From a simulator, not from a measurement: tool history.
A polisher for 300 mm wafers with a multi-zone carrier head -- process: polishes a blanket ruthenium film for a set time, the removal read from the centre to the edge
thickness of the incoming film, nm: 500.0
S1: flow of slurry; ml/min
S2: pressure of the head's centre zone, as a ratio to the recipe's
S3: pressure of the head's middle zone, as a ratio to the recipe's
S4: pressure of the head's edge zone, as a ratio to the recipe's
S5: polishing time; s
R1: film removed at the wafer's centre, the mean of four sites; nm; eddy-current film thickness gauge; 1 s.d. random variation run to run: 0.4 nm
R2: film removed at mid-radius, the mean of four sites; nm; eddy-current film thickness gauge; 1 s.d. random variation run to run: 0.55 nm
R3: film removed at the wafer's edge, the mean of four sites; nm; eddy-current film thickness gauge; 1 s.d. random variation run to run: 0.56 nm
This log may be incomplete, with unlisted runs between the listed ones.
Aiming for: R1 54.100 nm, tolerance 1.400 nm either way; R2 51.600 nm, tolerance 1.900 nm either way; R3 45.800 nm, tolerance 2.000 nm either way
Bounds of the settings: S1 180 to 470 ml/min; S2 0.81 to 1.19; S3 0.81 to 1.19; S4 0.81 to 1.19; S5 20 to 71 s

Run 1, hour 0.0: S1 300 ml/min, S2 1.00, S3 1.00, S4 1.00, S5 45 s. Result: R1 47.991 nm, R2 46.830 nm, R3 46.804 nm.
Run 2, hour 2.4: S1 310 ml/min, S2 1.01, S3 1.01, S4 0.99, S5 45 s. Result: R1 48.881 nm, R2 47.079 nm, R3 47.190 nm.
Run 3, hour 9.9: S1 310 ml/min, S2 1.01, S3 1.01, S4 0.99, S5 53 s. Result: R1 56.755 nm, R2 56.088 nm, R3 54.619 nm.
Run 4, hour 15.9: S1 310 ml/min, S2 1.09, S3 1.01, S4 0.99, S5 53 s. Result: R1 60.916 nm, R2 55.687 nm, R3 55.552 nm.
Run 5, hour 24.9: S1 310 ml/min, S2 1.09, S3 1.01, S4 1.04, S5 53 s. Result: R1 61.423 nm, R2 56.037 nm, R3 56.402 nm.
Run 6, hour 31.0: S1 310 ml/min, S2 1.09, S3 1.06, S4 1.04, S5 53 s. Result: R1 61.542 nm, R2 56.985 nm, R3 56.467 nm.
Run 7, hour 35.7: S1 310 ml/min, S2 1.09, S3 1.07, S4 1.01, S5 52 s. Result: R1 60.177 nm, R2 56.437 nm, R3 54.266 nm.
Run 8, hour 39.5: S1 310 ml/min, S2 1.09, S3 1.07, S4 0.99, S5 51 s. Result: R1 58.173 nm, R2 55.639 nm, R3 52.921 nm.
Run 9, hour 42.7: S1 310 ml/min, S2 1.10, S3 1.07, S4 0.97, S5 50 s. Result: R1 58.346 nm, R2 54.125 nm, R3 51.592 nm.
Run 10, hour 50.2: S1 310 ml/min, S2 1.10, S3 1.07, S4 0.97, S5 50 s. Result: R1 57.717 nm, R2 54.058 nm, R3 50.904 nm.

Next run, 5 choices. One meets every target within its allowed miss, the rest don't. Which?
Run A, hour 57.7: S1 290 ml/min, S2 1.05, S3 1.19, S4 0.87, S5 48 s. Result: R1 ?, R2 ?, R3 ?.
Run B, hour 57.7: S1 295 ml/min, S2 1.13, S3 1.19, S4 0.81, S5 49 s. Result: R1 ?, R2 ?, R3 ?.
Run C, hour 57.7: S1 320 ml/min, S2 1.10, S3 1.13, S4 0.89, S5 46 s. Result: R1 ?, R2 ?, R3 ?.
Run D, hour 57.7: S1 280 ml/min, S2 1.05, S3 1.11, S4 0.90, S5 51 s. Result: R1 ?, R2 ?, R3 ?.
Run E, hour 57.7: S1 305 ml/min, S2 1.07, S3 1.10, S4 0.98, S5 51 s. Result: R1 ?, R2 ?, R3 ?.

move      R1      R2      R3
   A  53.747  54.304  45.888
   B  58.749  55.513  45.441
   C  54.264  50.842  44.779
   D  56.859  55.042  49.417
   E  58.378  55.192  51.767
A: the furthest-off result lands on target, but another misses its tolerance
B: lands further from the targets than the last run did
C: every result lands within tolerance
D: closer than the last run, but not yet in spec
E: lands further from the targets than the last run did
C is the move that brings every result within its allowed miss.
